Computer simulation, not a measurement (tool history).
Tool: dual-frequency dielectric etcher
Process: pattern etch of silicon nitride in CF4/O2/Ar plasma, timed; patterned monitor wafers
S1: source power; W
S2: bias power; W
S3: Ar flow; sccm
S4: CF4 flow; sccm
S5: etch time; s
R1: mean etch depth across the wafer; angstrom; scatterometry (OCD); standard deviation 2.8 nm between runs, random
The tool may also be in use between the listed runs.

run	hour	S1	S2	S3	S4	S5	R1
1	0.0	660	44	107	84	640.0	15525
2	2.0	630	44	107	84	640.0	14719
3	3.8	630	44	107	76	640.0	14552
4	10.6	630	44	116	76	640.0	14383
5	14.5	610	44	116	76	640.0	13988
6	16.8	610	44	116	76	640.0	13891
7	25.6	600	44	116	76	640.0	13672
8	33.7	590	44	116	76	640.0	13461
9	41.2	590	44	116	76	640.0	13461

Run 10 is up next; what results do you expect?
10	44.5	580	44	116	76	640.0	?

R1: 13261 angstrom
